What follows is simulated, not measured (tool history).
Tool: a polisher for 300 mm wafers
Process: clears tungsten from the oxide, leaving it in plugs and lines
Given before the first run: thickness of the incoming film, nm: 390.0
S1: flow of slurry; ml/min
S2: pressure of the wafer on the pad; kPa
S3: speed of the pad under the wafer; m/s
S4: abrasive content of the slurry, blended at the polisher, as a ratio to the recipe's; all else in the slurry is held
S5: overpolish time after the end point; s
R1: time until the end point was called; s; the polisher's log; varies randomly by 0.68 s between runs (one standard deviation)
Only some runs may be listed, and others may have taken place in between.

Run 1, hour 0.0: S1 205 ml/min, S2 31.0 kPa, S3 0.94 m/s, S4 1.00, S5 46 s. Result: R1 112.150 s.
Run 2, hour 2.9: S1 170 ml/min, S2 31.0 kPa, S3 0.94 m/s, S4 1.00, S5 46 s. Result: R1 112.740 s.
Run 3, hour 3.9: S1 170 ml/min, S2 32.4 kPa, S3 0.94 m/s, S4 1.00, S5 46 s. Result: R1 109.910 s.
Run 4, hour 7.1: S1 170 ml/min, S2 32.4 kPa, S3 0.94 m/s, S4 0.85, S5 46 s. Result: R1 111.370 s.
Run 5, hour 16.1: S1 170 ml/min, S2 33.8 kPa, S3 0.94 m/s, S4 0.85, S5 46 s. Result: R1 108.870 s.
Run 6, hour 23.0: S1 170 ml/min, S2 37.2 kPa, S3 0.94 m/s, S4 0.85, S5 46 s. Result: R1 97.923 s.
Run 7, hour 28.2: S1 170 ml/min, S2 38.6 kPa, S3 0.94 m/s, S4 0.85, S5 46 s. Result: R1 94.205 s.
Run 8, hour 30.3: S1 170 ml/min, S2 39.3 kPa, S3 0.94 m/s, S4 0.85, S5 46 s. Result: R1 93.132 s.
Run 9, hour 35.1: S1 170 ml/min, S2 40.0 kPa, S3 0.94 m/s, S4 0.85, S5 46 s. Result: R1 90.076 s.
At hour 38.8: slurry tank refilled with fresh slurry and peroxide.
Run 10, hour 38.8: S1 170 ml/min, S2 40.7 kPa, S3 0.94 m/s, S4 0.85, S5 46 s. Result: R1 69.604 s.

Estimate the outcome of run 11 from the log above:
Run 11, hour 45.3: S1 165 ml/min, S2 40.7 kPa, S3 0.94 m/s, S4 0.85, S5 46 s. Result: R1 ?.

R1: 68.416 s
